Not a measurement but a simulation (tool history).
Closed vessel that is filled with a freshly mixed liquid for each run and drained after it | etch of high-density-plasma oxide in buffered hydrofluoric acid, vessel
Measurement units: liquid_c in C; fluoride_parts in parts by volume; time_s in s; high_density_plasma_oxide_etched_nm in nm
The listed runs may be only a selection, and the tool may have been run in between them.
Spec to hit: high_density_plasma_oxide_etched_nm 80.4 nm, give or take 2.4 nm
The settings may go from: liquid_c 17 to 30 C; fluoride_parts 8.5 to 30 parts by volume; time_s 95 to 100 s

run	hour	liquid_c	fluoride_parts	time_s	high_density_plasma_oxide_etched_nm
1	0	22	23.5	95	106.62
2	4.8	22	23.5	95	106.63
3	10.2	22	17	95	140.39
4	15.1	22	17	100	146.21
5	20.6	22	17	100	147.49
6	24.7	22	12.5	100	195.92
7	29.2	20.5	16.5	100	138.5
8	37.4	19.5	18.5	100	117.32
9	46.4	18.5	20	100	102.02
10	52.1	18.5	20	100	102.13
11	56.9	18	21	100	95.204
12	57.8	17.5	22	100	91.264
13	63.2	17.5	23	100	87.167
14	68.1	17.5	23.5	100	87.291
15	75.9	17.5	24	100	86.91
16	83.5	17.5	24.5	100	84.766

4 next moves are on the table. One of them brings every result within its allowed miss. Which?
A	91.1	17.5	21.5	95	?
B	91.1	19	24.5	95	?
C	91.1	17	21	95	?
D	91.1	17	25.5	100	?

move	high_density_plasma_oxide_etched_nm
A	87.114
B	86.677
C	86.045
D	79.187
A: its largest miss is bigger than the last run's
B: its largest miss is bigger than the last run's
C: its largest miss is bigger than the last run's
D: each result inside its tolerance
D is the move that brings every result within its allowed miss.
